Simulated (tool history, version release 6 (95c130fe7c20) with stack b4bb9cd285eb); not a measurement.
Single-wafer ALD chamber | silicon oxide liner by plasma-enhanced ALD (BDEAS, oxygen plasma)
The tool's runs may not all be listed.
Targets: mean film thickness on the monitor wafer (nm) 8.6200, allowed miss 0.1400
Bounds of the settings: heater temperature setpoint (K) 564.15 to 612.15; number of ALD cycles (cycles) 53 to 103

| run | day | heater temperature setpoint (K) | number of ALD cycles (cycles) | mean film thickness on the monitor wafer (nm) |
|---|---|---|---|---|
| 1 | 0.000 | 588.15 | 78 | 7.6245 |
| 2 | 0.192 | 587.15 | 81 | 7.8507 |
| 3 | 0.554 | 581.15 | 81 | 7.9807 |
| 4 | 0.892 | 581.15 | 91 | 8.9011 |
| 5 | 1.154 | 582.15 | 90 | 8.8069 |
| 6 | 1.479 | 582.15 | 97 | 9.4928 |
| 7 | 1.842 | 584.15 | 95 | 9.2970 |
| 8 | 2.188 | 585.15 | 93 | 9.0445 |
| 9 | 2.496 | 587.15 | 92 | 8.9167 |

5 next moves are on the table. One of them brings every result within its allowed miss. Which?
| A | 2.804 | 589.15 | 92 | ? |
| B | 2.804 | 583.15 | 88 | ? |
| C | 2.804 | 582.15 | 92 | ? |
| D | 2.804 | 582.15 | 99 | ? |
| E | 2.804 | 584.15 | 96 | ? |

| move | mean film thickness on the monitor wafer (nm) |
|---|---|
| A | 8.9422 |
| B | 8.6371 |
| C | 9.0443 |
| D | 9.7324 |
| E | 9.4071 |
A: further off than the last run
B: meets every target
C: further off than the last run
D: further off than the last run
E: further off than the last run
Move B is the one to make.
